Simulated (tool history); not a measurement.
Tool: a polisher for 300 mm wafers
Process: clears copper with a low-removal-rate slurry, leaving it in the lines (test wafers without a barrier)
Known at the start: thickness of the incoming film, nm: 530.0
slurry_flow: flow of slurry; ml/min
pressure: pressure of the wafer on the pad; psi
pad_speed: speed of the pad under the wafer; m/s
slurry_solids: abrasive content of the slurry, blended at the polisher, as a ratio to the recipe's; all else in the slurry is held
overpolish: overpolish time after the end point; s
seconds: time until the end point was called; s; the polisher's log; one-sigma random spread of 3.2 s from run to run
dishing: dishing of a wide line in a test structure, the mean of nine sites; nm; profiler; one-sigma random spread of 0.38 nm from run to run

run	hour	slurry_flow	pressure	pad_speed	slurry_solids	overpolish	seconds	dishing
1	0.0	135	3.7	1.00	1.0	24	121.30	58.512
2	4.8	135	3.7	0.76	1.0	24	148.80	50.981
3	13.1	135	3.1	0.78	1.0	19	175.57	35.671
4	21.7	135	2.7	0.82	1.0	16	191.33	29.014
5	30.1	135	2.4	0.86	1.0	13	208.14	22.554
6	32.0	135	2.3	0.88	1.0	11	205.36	19.129
7	37.8	135	2.2	0.88	1.0	11	222.17	18.371

Run 8 has not been measured yet. What should we expect?
8	41.1	130	2.1	0.88	1.0	7	?	?

{"run 8": {"seconds": 233.05, "dishing": 11.632}}
